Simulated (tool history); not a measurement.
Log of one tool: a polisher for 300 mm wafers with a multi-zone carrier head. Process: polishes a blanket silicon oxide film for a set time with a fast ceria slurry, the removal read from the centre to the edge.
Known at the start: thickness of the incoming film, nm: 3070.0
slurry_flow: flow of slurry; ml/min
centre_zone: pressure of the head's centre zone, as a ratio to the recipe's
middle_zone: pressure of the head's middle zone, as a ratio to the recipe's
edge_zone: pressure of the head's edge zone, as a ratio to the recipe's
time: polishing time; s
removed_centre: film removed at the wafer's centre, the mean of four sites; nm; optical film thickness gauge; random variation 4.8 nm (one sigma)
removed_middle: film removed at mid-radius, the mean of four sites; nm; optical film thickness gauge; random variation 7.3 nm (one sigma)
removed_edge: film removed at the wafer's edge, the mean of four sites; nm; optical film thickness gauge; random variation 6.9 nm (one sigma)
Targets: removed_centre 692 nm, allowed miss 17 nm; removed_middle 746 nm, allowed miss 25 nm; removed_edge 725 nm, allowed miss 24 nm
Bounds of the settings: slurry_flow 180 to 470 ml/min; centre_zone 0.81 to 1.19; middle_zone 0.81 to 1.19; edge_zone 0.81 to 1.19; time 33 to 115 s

{"run": 1, "day": 0.0, "slurry_flow": 300, "centre_zone": 1, "middle_zone": 1, "edge_zone": 1, "time": 73, "removed_centre": 817.71, "removed_middle": 812.65, "removed_edge": 807.79}
{"run": 2, "day": 0.312, "slurry_flow": 300, "centre_zone": 1, "middle_zone": 1, "edge_zone": 1.04, "time": 73, "removed_centre": 823.68, "removed_middle": 793, "removed_edge": 827.25}
{"run": 3, "day": 0.604, "slurry_flow": 295, "centre_zone": 0.98, "middle_zone": 0.99, "edge_zone": 1.02, "time": 72, "removed_centre": 794.6, "removed_middle": 774.98, "removed_edge": 811.3}
{"run": 4, "day": 0.858, "slurry_flow": 290, "centre_zone": 0.97, "middle_zone": 0.99, "edge_zone": 1, "time": 71, "removed_centre": 774.83, "removed_middle": 783.47, "removed_edge": 773.71}
{"run": 5, "day": 0.929, "slurry_flow": 290, "centre_zone": 0.92, "middle_zone": 0.99, "edge_zone": 1, "time": 71, "removed_centre": 737.24, "removed_middle": 765.68, "removed_edge": 780.55}
{"run": 6, "day": 1.1, "slurry_flow": 285, "centre_zone": 0.91, "middle_zone": 0.99, "edge_zone": 0.99, "time": 71, "removed_centre": 714.96, "removed_middle": 765.64, "removed_edge": 777.82}
{"run": 7, "day": 1.3, "slurry_flow": 280, "centre_zone": 0.91, "middle_zone": 0.99, "edge_zone": 0.98, "time": 71, "removed_centre": 721.08, "removed_middle": 766.72, "removed_edge": 759.73}
{"run": 8, "day": 1.533, "slurry_flow": 270, "centre_zone": 0.91, "middle_zone": 0.99, "edge_zone": 0.98, "time": 71, "removed_centre": 718.85, "removed_middle": 772.48, "removed_edge": 758.47}
{"run": 9, "day": 1.621, "slurry_flow": 265, "centre_zone": 0.91, "middle_zone": 0.98, "edge_zone": 0.98, "time": 71, "removed_centre": 708.52, "removed_middle": 751.45, "removed_edge": 769.51}
{"run": 10, "day": 1.9, "slurry_flow": 265, "centre_zone": 0.91, "middle_zone": 0.98, "edge_zone": 0.97, "time": 71, "removed_centre": 709.58, "removed_middle": 744.2, "removed_edge": 759.9}
{"day": 2.1, "done": "slurry nozzle cleaned"}
{"run": 11, "day": 2.1, "slurry_flow": 260, "centre_zone": 0.91, "middle_zone": 0.98, "edge_zone": 0.96, "time": 71, "removed_centre": 733.19, "removed_middle": 781.93, "removed_edge": 780.11}
{"run": 12, "day": 2.125, "slurry_flow": 270, "centre_zone": 0.91, "middle_zone": 0.98, "edge_zone": 0.96, "time": 70, "removed_centre": 744.72, "removed_middle": 777.97, "removed_edge": 765.45}

Which of these 4 next moves meets every target?
{"run": "A", "day": 2.15, "slurry_flow": 220, "centre_zone": 0.83, "middle_zone": 1.07, "edge_zone": 1.01, "time": 69, "removed_centre": "?", "removed_middle": "?", "removed_edge": "?"}
{"run": "B", "day": 2.15, "slurry_flow": 260, "centre_zone": 0.92, "middle_zone": 0.97, "edge_zone": 1.03, "time": 75, "removed_centre": "?", "removed_middle": "?", "removed_edge": "?"}
{"run": "C", "day": 2.15, "slurry_flow": 285, "centre_zone": 0.94, "middle_zone": 0.9, "edge_zone": 0.95, "time": 73, "removed_centre": "?", "removed_middle": "?", "removed_edge": "?"}
{"run": "D", "day": 2.15, "slurry_flow": 235, "centre_zone": 0.87, "middle_zone": 0.95, "edge_zone": 0.89, "time": 70, "removed_centre": "?", "removed_middle": "?", "removed_edge": "?"}

move=A removed_centre=634.11 removed_middle=803.64 removed_edge=767.82
move=B removed_centre=784.28 removed_middle=822.42 removed_edge=858.54
move=C removed_centre=789.26 removed_middle=760.23 removed_edge=811.22
move=D removed_centre=681.43 removed_middle=744.51 removed_edge=740.49
A: takes the result that was furthest off past its target
B: further off than the last run
C: further off than the last run
D: meets every target
Answer: D
